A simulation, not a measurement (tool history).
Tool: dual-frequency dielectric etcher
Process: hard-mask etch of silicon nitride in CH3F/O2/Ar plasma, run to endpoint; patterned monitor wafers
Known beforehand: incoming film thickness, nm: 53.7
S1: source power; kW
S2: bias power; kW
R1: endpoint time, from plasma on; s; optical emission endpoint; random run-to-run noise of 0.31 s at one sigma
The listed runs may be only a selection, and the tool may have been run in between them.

{"run": 1, "hour": 0.0, "S1": 0.55, "S2": 0.075, "R1": 62.679}
{"run": 2, "hour": 7.9, "S1": 0.57, "S2": 0.076, "R1": 61.167}
{"run": 3, "hour": 11.6, "S1": 0.57, "S2": 0.089, "R1": 55.793}
{"run": 4, "hour": 20.4, "S1": 0.57, "S2": 0.084, "R1": 57.04}
{"run": 5, "hour": 26.3, "S1": 0.58, "S2": 0.084, "R1": 57.376}
{"run": 6, "hour": 28.8, "S1": 0.58, "S2": 0.078, "R1": 59.123}
{"run": 7, "hour": 37.2, "S1": 0.59, "S2": 0.078, "R1": 58.47}
{"run": 8, "hour": 40.3, "S1": 0.6, "S2": 0.078, "R1": 58.345}
{"run": 9, "hour": 45.5, "S1": 0.61, "S2": 0.078, "R1": 57.232}

Run 10 has not been measured yet. What should we expect?
{"run": 10, "hour": 46.2, "S1": 0.62, "S2": 0.078, "R1": "?"}

R1: 56.697 s
